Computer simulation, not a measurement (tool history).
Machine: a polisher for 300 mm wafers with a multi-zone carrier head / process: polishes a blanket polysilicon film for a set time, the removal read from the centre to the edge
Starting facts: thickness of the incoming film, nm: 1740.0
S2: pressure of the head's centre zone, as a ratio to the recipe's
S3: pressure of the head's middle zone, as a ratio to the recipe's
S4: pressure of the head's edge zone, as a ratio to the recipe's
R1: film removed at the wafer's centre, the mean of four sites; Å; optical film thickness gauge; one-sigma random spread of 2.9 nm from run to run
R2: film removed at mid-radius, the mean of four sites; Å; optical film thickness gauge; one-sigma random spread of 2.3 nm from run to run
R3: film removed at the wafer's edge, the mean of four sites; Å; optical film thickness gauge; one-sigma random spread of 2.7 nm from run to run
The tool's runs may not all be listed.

{"run": 1, "hour": 0.0, "flow of slurry (ml/min)": 285, "S2": 1.0, "S3": 1.0, "S4": 1.0, "polishing time (s)": 47, "R1": 2826.0, "R2": 2790.0, "R3": 2825.1}
{"run": 2, "hour": 3.3, "flow of slurry (ml/min)": 285, "S2": 1.0, "S3": 1.0, "S4": 1.0, "polishing time (s)": 54, "R1": 3243.8, "R2": 3254.5, "R3": 3205.1}
{"run": 3, "hour": 10.9, "flow of slurry (ml/min)": 285, "S2": 1.0, "S3": 1.0, "S4": 1.0, "polishing time (s)": 44, "R1": 2627.5, "R2": 2584.9, "R3": 2665.0}
{"run": 4, "hour": 14.3, "flow of slurry (ml/min)": 285, "S2": 1.0, "S3": 1.0, "S4": 0.93, "polishing time (s)": 44, "R1": 2719.2, "R2": 2587.0, "R3": 2583.0}
{"run": 5, "hour": 19.8, "flow of slurry (ml/min)": 280, "S2": 0.96, "S3": 1.0, "S4": 0.94, "polishing time (s)": 43, "R1": 2455.9, "R2": 2550.2, "R3": 2538.6}
{"run": 6, "hour": 28.3, "flow of slurry (ml/min)": 275, "S2": 0.93, "S3": 0.99, "S4": 0.94, "polishing time (s)": 42, "R1": 2312.8, "R2": 2466.1, "R3": 2472.8}
{"run": 7, "hour": 30.2, "flow of slurry (ml/min)": 270, "S2": 0.91, "S3": 0.98, "S4": 0.94, "polishing time (s)": 42, "R1": 2292.2, "R2": 2437.2, "R3": 2450.0}

Run 8, settings as shown, results not yet in. Your forecast:
{"run": 8, "hour": 38.0, "flow of slurry (ml/min)": 265, "S2": 0.89, "S3": 0.98, "S4": 0.95, "polishing time (s)": 42, "R1": "?", "R2": "?", "R3": "?"}

R1: 2211.0 Å
R2: 2434.2 Å
R3: 2498.1 Å
